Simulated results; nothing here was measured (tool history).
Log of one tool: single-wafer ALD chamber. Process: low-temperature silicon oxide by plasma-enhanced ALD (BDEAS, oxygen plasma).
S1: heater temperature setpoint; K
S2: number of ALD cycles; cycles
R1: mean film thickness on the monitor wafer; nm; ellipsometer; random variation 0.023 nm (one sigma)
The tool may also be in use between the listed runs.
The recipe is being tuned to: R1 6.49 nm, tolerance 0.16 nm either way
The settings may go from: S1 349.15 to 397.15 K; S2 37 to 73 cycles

run 1 hour=0 | S1=373.15 S2=55 | R1=7.8142
run 2 hour=8.6 | S1=374.15 S2=53 | R1=7.5249
run 3 hour=11.5 | S1=374.15 S2=56 | R1=7.9077
run 4 hour=12.2 | S1=376.15 S2=54 | R1=7.6217
run 5 hour=20.3 | S1=383.15 S2=54 | R1=7.5597
run 6 hour=26.2 | S1=383.15 S2=59 | R1=8.2188
run 7 hour=31.9 | S1=383.15 S2=56 | R1=7.7916
run 8 hour=36 | S1=383.15 S2=56 | R1=7.811
run 9 hour=39.8 | S1=383.15 S2=54 | R1=7.4836
run 10 hour=42.1 | S1=384.15 S2=53 | R1=7.3364
run 11 hour=43.3 | S1=389.15 S2=45 | R1=6.1746
run 12 hour=44.1 | S1=389.15 S2=45 | R1=6.1665

Exercise: of the 5 proposed moves below, exactly one satisfies all targets within the stated allowed misses. Which move is it?
run A hour=44.9 | S1=378.15 S2=49 | R1=?
run B hour=44.9 | S1=397.15 S2=50 | R1=?
run C hour=44.9 | S1=395.15 S2=48 | R1=?
run D hour=44.9 | S1=392.15 S2=43 | R1=?
run E hour=44.9 | S1=389.15 S2=42 | R1=?

move=A R1=6.8903
move=B R1=6.7556
move=C R1=6.5132
move=D R1=5.8721
move=E R1=5.7721
A: takes the biggest miss from the last run beyond its target
B: takes the biggest miss from the last run beyond its target
C: all results in spec
D: further off than the last run
E: further off than the last run
The right move is C.
